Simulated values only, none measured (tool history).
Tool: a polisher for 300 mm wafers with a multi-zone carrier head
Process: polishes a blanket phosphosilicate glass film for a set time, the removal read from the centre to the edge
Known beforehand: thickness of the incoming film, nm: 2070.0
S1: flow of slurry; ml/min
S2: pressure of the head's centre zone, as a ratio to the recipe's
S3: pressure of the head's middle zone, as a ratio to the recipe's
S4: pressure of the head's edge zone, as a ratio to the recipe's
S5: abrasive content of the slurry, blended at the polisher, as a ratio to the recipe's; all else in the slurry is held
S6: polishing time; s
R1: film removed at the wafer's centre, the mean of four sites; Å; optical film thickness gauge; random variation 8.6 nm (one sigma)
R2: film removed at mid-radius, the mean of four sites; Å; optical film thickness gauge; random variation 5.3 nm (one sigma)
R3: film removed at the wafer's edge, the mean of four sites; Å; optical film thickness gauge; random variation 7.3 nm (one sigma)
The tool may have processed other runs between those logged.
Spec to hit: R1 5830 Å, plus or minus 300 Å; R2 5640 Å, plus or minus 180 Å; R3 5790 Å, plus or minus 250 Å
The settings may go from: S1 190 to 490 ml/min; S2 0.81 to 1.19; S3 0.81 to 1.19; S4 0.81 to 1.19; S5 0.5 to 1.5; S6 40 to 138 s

run 1 hour=0 | S1=315 S2=1 S3=1 S4=1 S5=1 S6=88 | R1=7817.7 R2=7618 R3=7795.7
run 2 hour=6.7 | S1=315 S2=0.99 S3=0.98 S4=0.97 S5=0.85 S6=87 | R1=7121.5 R2=6873.3 R3=6944.1
run 3 hour=12.7 | S1=315 S2=0.99 S3=0.98 S4=0.93 S5=0.85 S6=87 | R1=7225.5 R2=6890.5 R3=6905.9
run 4 hour=18.7 | S1=315 S2=0.97 S3=0.96 S4=0.92 S5=0.75 S6=87 | R1=6489.1 R2=6396 R3=6321.2
run 5 hour=27.5 | S1=315 S2=0.96 S3=0.93 S4=0.91 S5=0.75 S6=87 | R1=6336.2 R2=6082.6 R3=6213.9
run 6 hour=34 | S1=315 S2=0.95 S3=0.92 S4=0.89 S5=0.75 S6=87 | R1=6355.7 R2=6178.7 R3=6207.4
run 7 hour=37.7 | S1=315 S2=0.94 S3=0.9 S4=0.88 S5=0.75 S6=87 | R1=6443.1 R2=5902.3 R3=6093.9
run 8 hour=46.6 | S1=315 S2=0.94 S3=0.9 S4=0.88 S5=0.75 S6=87 | R1=6202.6 R2=5935.1 R3=6154.1

5 candidate next runs follow, results not yet known. Just one meets every target within its allowed miss. Identify it.
run A hour=55.5 | S1=265 S2=0.82 S3=0.91 S4=0.98 S5=0.8 S6=84 | R1=? R2=? R3=?
run B hour=55.5 | S1=245 S2=0.97 S3=0.94 S4=0.93 S5=0.75 S6=81 | R1=? R2=? R3=?
run C hour=55.5 | S1=325 S2=0.83 S3=0.94 S4=0.99 S5=0.55 S6=99 | R1=? R2=? R3=?
run D hour=55.5 | S1=320 S2=0.87 S3=0.95 S4=0.81 S5=0.65 S6=91 | R1=? R2=? R3=?
run E hour=55.5 | S1=290 S2=0.85 S3=0.81 S4=0.93 S5=0.8 S6=88 | R1=? R2=? R3=?

move=A R1=5298.1 R2=5910.9 R3=6505.6
move=B R1=5797.8 R2=5610 R3=5877.6
move=C R1=5258.5 R2=5940.1 R3=6361.5
move=D R1=5572.8 R2=6057.2 R3=5866.2
move=E R1=5812 R2=5679.9 R3=6706.1
A: moves away from the targets compared with the last run
B: each result inside its tolerance
C: moves away from the targets compared with the last run
D: moves away from the targets compared with the last run
E: gets the furthest-off result to its target, but another result is out of tolerance
Correct choice: B, which meets every target

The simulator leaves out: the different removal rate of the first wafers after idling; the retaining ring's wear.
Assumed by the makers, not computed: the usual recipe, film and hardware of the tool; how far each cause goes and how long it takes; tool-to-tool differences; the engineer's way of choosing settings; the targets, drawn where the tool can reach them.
